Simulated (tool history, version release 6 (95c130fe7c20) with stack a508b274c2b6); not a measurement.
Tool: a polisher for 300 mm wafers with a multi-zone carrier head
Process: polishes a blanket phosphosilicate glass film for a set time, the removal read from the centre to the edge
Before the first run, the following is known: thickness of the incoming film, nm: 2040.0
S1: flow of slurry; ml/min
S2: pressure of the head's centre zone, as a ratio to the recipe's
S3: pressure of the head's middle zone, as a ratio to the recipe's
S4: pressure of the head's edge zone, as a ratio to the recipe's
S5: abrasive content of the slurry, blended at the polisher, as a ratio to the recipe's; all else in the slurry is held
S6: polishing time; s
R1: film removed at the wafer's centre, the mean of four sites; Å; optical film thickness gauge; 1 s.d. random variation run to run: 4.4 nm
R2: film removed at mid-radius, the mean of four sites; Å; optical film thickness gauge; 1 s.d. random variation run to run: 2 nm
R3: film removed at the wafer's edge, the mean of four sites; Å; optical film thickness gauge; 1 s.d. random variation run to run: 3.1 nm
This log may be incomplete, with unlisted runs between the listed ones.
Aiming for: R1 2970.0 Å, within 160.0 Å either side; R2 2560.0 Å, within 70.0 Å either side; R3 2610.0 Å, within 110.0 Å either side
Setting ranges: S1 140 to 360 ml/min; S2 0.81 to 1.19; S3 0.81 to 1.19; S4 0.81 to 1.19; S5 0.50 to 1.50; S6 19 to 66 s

| run | hour | S1 | S2 | S3 | S4 | S5 | S6 | R1 | R2 | R3 |
|---|---|---|---|---|---|---|---|---|---|---|
| 1 | 0.0 | 230 | 1.00 | 1.00 | 1.00 | 1.00 | 42 | 3674.3 | 3557.4 | 3561.7 |
| 2 | 4.9 | 230 | 1.00 | 1.00 | 0.95 | 1.00 | 42 | 3596.3 | 3557.1 | 3447.1 |
| 3 | 11.9 | 230 | 1.01 | 0.99 | 0.94 | 0.95 | 42 | 3716.6 | 3490.5 | 3451.5 |
| 4 | 12.7 | 230 | 1.05 | 0.99 | 0.94 | 0.95 | 42 | 3751.5 | 3421.1 | 3485.7 |
|  | 15.1 | slurry nozzle cleaned |
| 5 | 15.1 | 230 | 1.05 | 0.98 | 0.93 | 0.90 | 42 | 3981.4 | 3683.0 | 3506.5 |
| 6 | 19.9 | 230 | 1.05 | 0.98 | 0.93 | 1.05 | 42 | 4315.7 | 3820.0 | 3736.8 |
| 7 | 25.1 | 200 | 1.07 | 0.88 | 0.87 | 0.80 | 38 | 3327.3 | 2806.7 | 2924.8 |
| 8 | 26.5 | 200 | 1.07 | 0.88 | 0.86 | 0.80 | 38 | 3484.6 | 2804.3 | 2906.1 |
| 9 | 34.9 | 195 | 1.06 | 0.88 | 0.86 | 0.80 | 38 | 3357.0 | 2836.5 | 2910.6 |
| 10 | 37.1 | 200 | 1.05 | 0.86 | 0.84 | 0.70 | 38 | 3278.9 | 2661.0 | 2756.0 |
| 11 | 38.5 | 195 | 1.04 | 0.86 | 0.84 | 0.70 | 38 | 3220.7 | 2589.8 | 2700.5 |
| 12 | 44.2 | 190 | 1.04 | 0.87 | 0.84 | 0.70 | 38 | 3121.1 | 2611.0 | 2688.8 |

Which one of the following 5 next-run settings gets every result inside its allowed miss? There is exactly one.
| A | 49.9 | 160 | 1.11 | 1.00 | 0.81 | 0.65 | 36 | ? | ? | ? |
| B | 49.9 | 260 | 1.02 | 0.88 | 0.85 | 0.65 | 36 | ? | ? | ? |
| C | 49.9 | 140 | 0.96 | 0.89 | 0.92 | 0.80 | 38 | ? | ? | ? |
| D | 49.9 | 190 | 1.00 | 0.96 | 0.86 | 0.75 | 35 | ? | ? | ? |
| E | 49.9 | 210 | 0.99 | 0.87 | 0.86 | 0.55 | 42 | ? | ? | ? |

| move | R1 | R2 | R3 |
|---|---|---|---|
| A | 2957.1 | 2624.8 | 2409.0 |
| B | 2964.9 | 2553.9 | 2613.6 |
| C | 2815.0 | 2638.5 | 2854.3 |
| D | 2837.9 | 2694.3 | 2604.6 |
| E | 3045.7 | 2687.9 | 2811.5 |
A: gets the furthest-off result to its target, but another result is out of tolerance
B: hits every target within its allowed miss
C: gets the furthest-off result to its target, but another result is out of tolerance
D: gets the furthest-off result to its target, but another result is out of tolerance
E: gets the furthest-off result to its target, but another result is out of tolerance
Correct choice: B, which meets every target
